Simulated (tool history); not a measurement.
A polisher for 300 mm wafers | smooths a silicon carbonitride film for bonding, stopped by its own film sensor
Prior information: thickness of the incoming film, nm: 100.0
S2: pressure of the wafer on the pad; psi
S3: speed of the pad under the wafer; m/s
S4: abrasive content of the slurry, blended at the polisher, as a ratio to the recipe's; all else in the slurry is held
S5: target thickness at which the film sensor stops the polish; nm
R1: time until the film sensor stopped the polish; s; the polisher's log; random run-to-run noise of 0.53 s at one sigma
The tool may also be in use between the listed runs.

run 1 hour=0 | flow_of_slurry_(ml/min)=170 S2=2.6 S3=1.12 S4=1 S5=92 | R1=22.554
run 2 hour=5.1 | flow_of_slurry_(ml/min)=170 S2=2.6 S3=1.12 S4=1 S5=92 | R1=22.782
run 3 hour=12.8 | flow_of_slurry_(ml/min)=170 S2=2.6 S3=1.12 S4=1 S5=93 | R1=19.866
run 4 hour=20.5 | flow_of_slurry_(ml/min)=170 S2=2.3 S3=1.1 S4=1 S5=93 | R1=22.15
run 5 hour=22.5 | flow_of_slurry_(ml/min)=170 S2=2 S3=1.04 S4=1 S5=93 | R1=27.202
run 6 hour=29.8 | flow_of_slurry_(ml/min)=170 S2=2.3 S3=1.04 S4=1 S5=93 | R1=23.897

Forecast run 7:
run 7 hour=34.8 | flow_of_slurry_(ml/min)=170 S2=2.1 S3=1.02 S4=1 S5=93 | R1=?

Run 7 yielded R1 26.153 s.
